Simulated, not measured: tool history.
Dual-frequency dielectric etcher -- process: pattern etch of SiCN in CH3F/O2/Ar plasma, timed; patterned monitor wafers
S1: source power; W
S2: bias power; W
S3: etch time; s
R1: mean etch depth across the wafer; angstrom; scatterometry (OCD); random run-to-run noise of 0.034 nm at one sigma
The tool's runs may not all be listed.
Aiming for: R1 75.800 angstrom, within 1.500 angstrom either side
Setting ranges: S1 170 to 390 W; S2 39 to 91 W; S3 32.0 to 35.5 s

run 1 day=0.000 | S1=280 S2=65 S3=35.5 | R1=106.530
run 2 day=0.067 | S1=250 S2=57 S3=34.5 | R1=92.447
run 3 day=0.358 | S1=250 S2=57 S3=35.5 | R1=95.260
run 4 day=0.558 | S1=230 S2=53 S3=35.5 | R1=89.515
run 5 day=0.721 | S1=210 S2=50 S3=35.5 | R1=82.586
run 6 day=0.767 | S1=210 S2=59 S3=35.5 | R1=89.767
run 7 day=0.879 | S1=200 S2=55 S3=35.5 | R1=85.269
run 8 day=1.046 | S1=170 S2=44 S3=35.0 | R1=70.532
run 9 day=1.254 | S1=170 S2=44 S3=35.0 | R1=70.133
run 10 day=1.400 | S1=230 S2=47 S3=35.0 | R1=83.201
run 11 day=1.717 | S1=220 S2=47 S3=35.0 | R1=81.198
run 12 day=2.029 | S1=210 S2=47 S3=35.0 | R1=79.831
run 13 day=2.367 | S1=200 S2=47 S3=35.0 | R1=78.351
run 14 day=2.717 | S1=180 S2=46 S3=35.0 | R1=73.606

Below are 4 possible settings for the next run. Only one of them brings all results inside the allowed miss of their targets. Which is it?
run A day=3.067 | S1=170 S2=48 S3=35.0 | R1=?
run B day=3.067 | S1=200 S2=45 S3=33.0 | R1=?
run C day=3.067 | S1=220 S2=41 S3=33.0 | R1=?
run D day=3.067 | S1=190 S2=45 S3=35.5 | R1=?

move=A R1=72.901
move=B R1=72.215
move=C R1=72.371
move=D R1=75.850
A: lands further from the targets than the last run did
B: lands further from the targets than the last run did
C: lands further from the targets than the last run did
D: every result within its allowed miss
Move D is the one to make.

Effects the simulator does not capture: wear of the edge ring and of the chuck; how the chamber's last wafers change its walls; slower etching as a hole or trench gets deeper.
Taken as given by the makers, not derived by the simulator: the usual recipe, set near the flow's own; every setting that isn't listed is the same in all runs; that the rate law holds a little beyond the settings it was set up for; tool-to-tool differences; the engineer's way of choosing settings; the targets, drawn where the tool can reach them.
